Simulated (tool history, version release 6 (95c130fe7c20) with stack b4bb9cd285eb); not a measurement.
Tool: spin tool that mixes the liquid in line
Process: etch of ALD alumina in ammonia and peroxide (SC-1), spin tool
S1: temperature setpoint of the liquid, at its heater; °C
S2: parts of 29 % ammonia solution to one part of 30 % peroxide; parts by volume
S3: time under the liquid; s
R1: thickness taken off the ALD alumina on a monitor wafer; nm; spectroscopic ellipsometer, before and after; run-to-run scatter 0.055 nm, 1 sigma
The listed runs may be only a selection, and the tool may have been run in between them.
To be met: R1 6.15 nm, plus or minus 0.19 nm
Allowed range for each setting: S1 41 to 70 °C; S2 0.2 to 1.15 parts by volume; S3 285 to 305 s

run	hour	S1	S2	S3	R1
1	0	57	0.65	285	11.912
2	1.8	57	0.65	305	12.526
3	3.2	50.5	0.65	305	8.9288
4	4.9	48.5	0.65	305	7.9275
5	6.1	48.5	0.65	305	7.9789
6	13.8	54	0.65	305	10.836
7	16.2	51	0.65	305	9.0787
8	23.2	43	0.65	305	5.8366

Exactly one of the 5 candidate moves below puts every result within its allowed miss. Which one?
A	30.2	46.5	0.55	290	?
B	30.2	46.5	0.3	305	?
C	30.2	45	0.65	305	?
D	30.2	42	0.7	305	?
E	30.2	44	0.6	305	?

move	R1
A	6.655
B	6.6073
C	6.5321
D	5.5355
E	6.1226
A: pushes the last run's worst result past its target
B: pushes the last run's worst result past its target
C: pushes the last run's worst result past its target
D: the biggest miss grows against the last run
E: each result inside its tolerance
E is the move that brings every result within its allowed miss.

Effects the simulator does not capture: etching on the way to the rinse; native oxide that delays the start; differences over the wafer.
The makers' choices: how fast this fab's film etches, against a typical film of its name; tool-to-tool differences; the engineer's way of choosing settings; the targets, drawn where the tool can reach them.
